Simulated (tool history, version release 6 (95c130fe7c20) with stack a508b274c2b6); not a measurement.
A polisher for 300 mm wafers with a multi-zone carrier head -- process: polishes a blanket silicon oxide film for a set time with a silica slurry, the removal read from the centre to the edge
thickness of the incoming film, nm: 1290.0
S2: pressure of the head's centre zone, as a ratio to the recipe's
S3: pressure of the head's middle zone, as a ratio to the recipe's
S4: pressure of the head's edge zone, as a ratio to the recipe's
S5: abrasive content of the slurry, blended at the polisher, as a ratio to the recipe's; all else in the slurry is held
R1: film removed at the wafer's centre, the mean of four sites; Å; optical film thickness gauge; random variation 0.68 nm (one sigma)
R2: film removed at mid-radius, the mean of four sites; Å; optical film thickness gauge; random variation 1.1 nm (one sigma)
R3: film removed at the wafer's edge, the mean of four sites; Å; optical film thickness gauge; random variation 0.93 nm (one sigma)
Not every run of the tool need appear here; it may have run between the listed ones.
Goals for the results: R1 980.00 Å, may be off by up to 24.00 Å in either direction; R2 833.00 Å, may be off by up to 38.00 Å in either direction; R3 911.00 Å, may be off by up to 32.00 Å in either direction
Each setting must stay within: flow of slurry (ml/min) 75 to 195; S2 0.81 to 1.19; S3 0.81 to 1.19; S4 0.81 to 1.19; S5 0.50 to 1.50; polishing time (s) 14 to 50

{"run": 1, "day": 0.0, "flow of slurry (ml/min)": 125, "S2": 1.0, "S3": 1.0, "S4": 1.0, "S5": 1.0, "polishing time (s)": 32, "R1": 1157.8, "R2": 1147.0, "R3": 1186.5}
{"run": 2, "day": 0.333, "flow of slurry (ml/min)": 120, "S2": 1.01, "S3": 0.98, "S4": 0.97, "S5": 0.95, "polishing time (s)": 32, "R1": 1130.6, "R2": 1094.7, "R3": 1134.0}
{"run": 3, "day": 0.512, "flow of slurry (ml/min)": 115, "S2": 1.02, "S3": 0.96, "S4": 0.95, "S5": 0.9, "polishing time (s)": 32, "R1": 1089.6, "R2": 1040.0, "R3": 1087.2}
{"run": 4, "day": 0.6, "flow of slurry (ml/min)": 135, "S2": 1.02, "S3": 0.96, "S4": 0.95, "S5": 0.9, "polishing time (s)": 32, "R1": 1140.2, "R2": 1111.1, "R3": 1112.4}
{"run": 5, "day": 0.896, "flow of slurry (ml/min)": 135, "S2": 1.02, "S3": 0.96, "S4": 0.95, "S5": 0.75, "polishing time (s)": 32, "R1": 1035.6, "R2": 1007.8, "R3": 1020.5}
{"run": 6, "day": 1.146, "flow of slurry (ml/min)": 135, "S2": 1.02, "S3": 0.89, "S4": 0.95, "S5": 0.75, "polishing time (s)": 32, "R1": 1039.8, "R2": 951.77, "R3": 1039.1}
{"run": 7, "day": 1.188, "flow of slurry (ml/min)": 130, "S2": 1.03, "S3": 0.88, "S4": 0.93, "S5": 0.75, "polishing time (s)": 32, "R1": 1040.1, "R2": 934.21, "R3": 1000.7}
{"run": 8, "day": 1.558, "flow of slurry (ml/min)": 125, "S2": 1.03, "S3": 0.87, "S4": 0.92, "S5": 0.75, "polishing time (s)": 32, "R1": 1036.0, "R2": 926.91, "R3": 994.39}
{"run": 9, "day": 1.779, "flow of slurry (ml/min)": 90, "S2": 1.05, "S3": 0.81, "S4": 0.85, "S5": 0.7, "polishing time (s)": 32, "R1": 917.07, "R2": 757.09, "R3": 885.24}
{"run": 10, "day": 1.95, "flow of slurry (ml/min)": 95, "S2": 1.05, "S3": 0.82, "S4": 0.85, "S5": 0.7, "polishing time (s)": 32, "R1": 919.36, "R2": 787.88, "R3": 894.43}
{"run": 11, "day": 2.2, "flow of slurry (ml/min)": 100, "S2": 1.05, "S3": 0.82, "S4": 0.85, "S5": 0.7, "polishing time (s)": 32, "R1": 940.35, "R2": 787.05, "R3": 890.12}

Next run, 5 choices. One meets every target within its allowed miss, the rest don't. Which?
{"run": "A", "day": 2.45, "flow of slurry (ml/min)": 90, "S2": 1.06, "S3": 0.81, "S4": 0.99, "S5": 0.55, "polishing time (s)": 36, "R1": "?", "R2": "?", "R3": "?"}
{"run": "B", "day": 2.45, "flow of slurry (ml/min)": 100, "S2": 1.09, "S3": 0.87, "S4": 0.89, "S5": 0.55, "polishing time (s)": 37, "R1": "?", "R2": "?", "R3": "?"}
{"run": "C", "day": 2.45, "flow of slurry (ml/min)": 85, "S2": 1.19, "S3": 0.81, "S4": 0.92, "S5": 0.85, "polishing time (s)": 30, "R1": "?", "R2": "?", "R3": "?"}
{"run": "D", "day": 2.45, "flow of slurry (ml/min)": 80, "S2": 1.06, "S3": 0.9, "S4": 0.86, "S5": 0.7, "polishing time (s)": 33, "R1": "?", "R2": "?", "R3": "?"}
{"run": "E", "day": 2.45, "flow of slurry (ml/min)": 90, "S2": 1.09, "S3": 0.81, "S4": 0.89, "S5": 0.65, "polishing time (s)": 34, "R1": "?", "R2": "?", "R3": "?"}

move=A R1=907.71 R2=748.71 R3=911.72
move=B R1=988.28 R2=839.59 R3=908.67
move=C R1=1037.20 R2=779.94 R3=923.29
move=D R1=917.01 R2=828.21 R3=877.63
move=E R1=967.44 R2=780.06 R3=903.70
A: the biggest miss grows against the last run
B: hits every target within its allowed miss
C: takes the result that was furthest off past its target
D: the biggest miss grows against the last run
E: corrects the largest miss of the last run, while another result sits out of spec
The right move is B.

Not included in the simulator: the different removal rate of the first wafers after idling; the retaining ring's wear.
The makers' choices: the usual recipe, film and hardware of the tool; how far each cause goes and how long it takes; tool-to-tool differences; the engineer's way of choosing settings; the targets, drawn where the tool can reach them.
